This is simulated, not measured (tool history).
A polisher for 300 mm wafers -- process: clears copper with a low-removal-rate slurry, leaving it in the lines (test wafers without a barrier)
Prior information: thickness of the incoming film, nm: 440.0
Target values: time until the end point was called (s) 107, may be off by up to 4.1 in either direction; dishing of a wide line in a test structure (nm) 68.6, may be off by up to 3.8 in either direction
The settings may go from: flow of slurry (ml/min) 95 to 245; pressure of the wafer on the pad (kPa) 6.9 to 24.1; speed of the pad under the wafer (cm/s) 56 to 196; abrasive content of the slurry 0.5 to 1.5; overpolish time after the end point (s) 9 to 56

run,hour,flow of slurry (ml/min),pressure of the wafer on the pad (kPa),speed of the pad under the wafer (cm/s),abrasive content of the slurry,overpolish time after the end point (s),time until the end point was called (s),dishing of a wide line in a test structure (nm)
1,0,155,15.2,126,1,29,135.84,60.348
2,1.2,155,18.6,126,1,29,114.29,69.928
3,3,140,18.6,126,1,29,117.17,69.381
4,10.3,140,18.6,126,1.1,29,114.47,68.209
5,14.9,140,18.6,126,1.1,17,115.49,45.441
6,17.9,140,18.6,126,1.05,17,115.16,45.026
7,20.8,140,18.6,126,1.05,17,113.68,44.83
8,26.4,145,18.6,126,1.05,19,113.19,48.408

Exercise: of the 4 proposed moves below, exactly one satisfies all targets within the stated allowed misses. Which move is it?
A,32,165,15.2,138,1.05,26,?,?
B,32,160,19.3,128,1.15,15,?,?
C,32,160,24.1,96,1.1,26,?,?
D,32,135,18.6,118,1,34,?,?

move,time until the end point was called (s),dishing of a wide line in a test structure (nm)
A,122.7,59.721
B,104.14,44.189
C,106.91,69.229
D,122.43,74.861
A: closes in on the targets versus the last run, not all within tolerance yet
B: misses by more than the last run did
C: in spec on every target
D: the result that was furthest off in the last run now lies on the other side of its target
C is the move that brings every result within its allowed miss.
